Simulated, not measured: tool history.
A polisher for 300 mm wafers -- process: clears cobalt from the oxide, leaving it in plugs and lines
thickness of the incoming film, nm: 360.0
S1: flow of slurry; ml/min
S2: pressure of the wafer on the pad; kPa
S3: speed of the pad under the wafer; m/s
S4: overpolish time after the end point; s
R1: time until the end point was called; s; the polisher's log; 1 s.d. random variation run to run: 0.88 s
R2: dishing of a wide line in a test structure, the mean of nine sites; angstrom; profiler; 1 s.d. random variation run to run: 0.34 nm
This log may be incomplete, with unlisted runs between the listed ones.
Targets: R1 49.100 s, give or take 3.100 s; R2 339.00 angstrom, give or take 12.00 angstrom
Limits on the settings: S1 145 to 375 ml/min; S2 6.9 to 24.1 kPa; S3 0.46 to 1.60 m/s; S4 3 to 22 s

run 1 hour=0.0 | S1=240 S2=15.2 S3=1.02 S4=11 | R1=63.340 R2=293.28
run 2 hour=2.3 | S1=190 S2=15.2 S3=1.02 S4=11 | R1=65.383 R2=289.80
run 3 hour=11.2 | S1=190 S2=15.9 S3=1.02 S4=11 | R1=61.116 R2=300.17
run 4 hour=18.2 | S1=190 S2=15.9 S3=0.82 S4=11 | R1=75.083 R2=264.71
run 5 hour=27.2 | S1=190 S2=15.9 S3=0.82 S4=13 | R1=77.747 R2=291.49
run 6 hour=33.1 | S1=190 S2=15.9 S3=0.82 S4=11 | R1=79.673 R2=274.05
run 7 hour=37.4 | S1=190 S2=16.5 S3=0.82 S4=11 | R1=73.680 R2=276.08
run 8 hour=40.6 | S1=190 S2=20.7 S3=0.88 S4=14 | R1=56.949 R2=327.38

4 candidate next runs follow, results not yet known. Just one meets every target within its allowed miss. Identify it.
run A hour=43.8 | S1=145 S2=22.1 S3=0.90 S4=10 | R1=? R2=?
run B hour=43.8 | S1=220 S2=18.6 S3=0.94 S4=15 | R1=? R2=?
run C hour=43.8 | S1=175 S2=23.4 S3=0.90 S4=15 | R1=? R2=?
run D hour=43.8 | S1=185 S2=22.8 S3=0.68 S4=14 | R1=? R2=?

move=A R1=54.832 R2=297.68
move=B R1=57.411 R2=331.49
move=C R1=49.845 R2=340.34
move=D R1=66.504 R2=313.22
A: the biggest miss grows against the last run
B: the biggest miss grows against the last run
C: all results in spec
D: the biggest miss grows against the last run
C meets every target.
